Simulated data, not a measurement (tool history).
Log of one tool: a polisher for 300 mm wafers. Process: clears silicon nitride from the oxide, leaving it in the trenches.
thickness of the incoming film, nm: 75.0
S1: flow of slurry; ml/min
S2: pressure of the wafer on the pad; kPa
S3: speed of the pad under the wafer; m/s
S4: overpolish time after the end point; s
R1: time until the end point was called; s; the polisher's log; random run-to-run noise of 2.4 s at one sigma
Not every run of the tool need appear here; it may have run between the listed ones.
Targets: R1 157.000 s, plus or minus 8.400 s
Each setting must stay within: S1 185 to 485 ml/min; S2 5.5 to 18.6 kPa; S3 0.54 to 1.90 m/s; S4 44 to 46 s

run,hour,S1,S2,S3,S4,R1
1,0.0,310,11.7,1.22,44,97.360
2,5.4,310,11.0,1.20,44,108.070
3,7.6,310,11.0,1.42,44,91.450
4,10.9,310,10.3,1.40,44,93.750
5,16.4,310,9.7,1.36,44,105.160
6,19.3,310,9.7,1.62,44,89.754
7,22.3,310,9.0,1.56,44,99.259
8,31.0,310,9.0,1.56,44,97.549
# hour 32.4: head pressure recalibrated
9,32.4,310,8.3,1.50,44,99.470
10,40.8,305,7.6,1.36,44,120.530
11,47.6,305,7.6,1.36,44,122.140
12,54.4,305,6.9,1.34,44,137.880

Exercise: of the 4 proposed moves below, exactly one satisfies all targets within the stated allowed misses. Which move is it?
A,61.2,225,6.9,1.40,46,?
B,61.2,375,8.3,0.96,44,?
C,61.2,350,6.9,1.30,44,?
D,61.2,290,6.2,1.42,46,?

move,R1
A,132.830
B,155.710
C,138.760
D,142.340
A: misses by more than the last run did
B: in spec on every target
C: just as far off the targets as the last run
D: closes in on the targets versus the last run, not all within tolerance yet
B is the move that brings every result within its allowed miss.
